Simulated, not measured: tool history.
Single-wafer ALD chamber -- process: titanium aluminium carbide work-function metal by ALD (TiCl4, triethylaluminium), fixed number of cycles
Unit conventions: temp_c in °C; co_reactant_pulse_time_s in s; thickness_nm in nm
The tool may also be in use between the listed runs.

run  hour  temp_c  co_reactant_pulse_time_s  thickness_nm
  1     0     320                     15.62        2.2518
  2   1.5     330                     15.62        2.3316
  3   9.3     330                     18.56        2.3421
  4  12.3     338                     18.56        2.3969
  5  18.4     323                     14.88        2.2687
  6  21.7     323                     11.92        2.2458

What will run 7 give?
  7  27.5     314                     10.55             ?

{"run 7": {"thickness_nm": 2.138}}

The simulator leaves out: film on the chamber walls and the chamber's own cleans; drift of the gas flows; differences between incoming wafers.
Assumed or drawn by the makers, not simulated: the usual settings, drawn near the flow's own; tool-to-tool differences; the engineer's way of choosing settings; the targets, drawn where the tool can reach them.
